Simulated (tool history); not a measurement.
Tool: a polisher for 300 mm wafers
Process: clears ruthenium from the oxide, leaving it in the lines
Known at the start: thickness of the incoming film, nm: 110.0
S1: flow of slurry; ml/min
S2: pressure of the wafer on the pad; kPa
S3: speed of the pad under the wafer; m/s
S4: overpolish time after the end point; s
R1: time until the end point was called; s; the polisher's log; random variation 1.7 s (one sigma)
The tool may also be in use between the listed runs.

| run | hour | S1 | S2 | S3 | S4 | R1 |
|---|---|---|---|---|---|---|
| 1 | 0.0 | 240 | 11.7 | 0.84 | 3 | 145.59 |
| 2 | 3.1 | 240 | 11.7 | 0.84 | 3 | 143.50 |
| 3 | 9.0 | 240 | 11.0 | 0.84 | 3 | 150.26 |
| 4 | 10.7 | 240 | 11.0 | 1.04 | 3 | 121.88 |
| 5 | 11.9 | 240 | 11.0 | 0.88 | 3 | 147.32 |
| 6 | 20.1 | 240 | 11.0 | 0.88 | 3 | 145.38 |

The next listed run, before its measurement:
| 7 | 27.2 | 230 | 7.6 | 0.88 | 3 | ? |

R1: 210.56 s
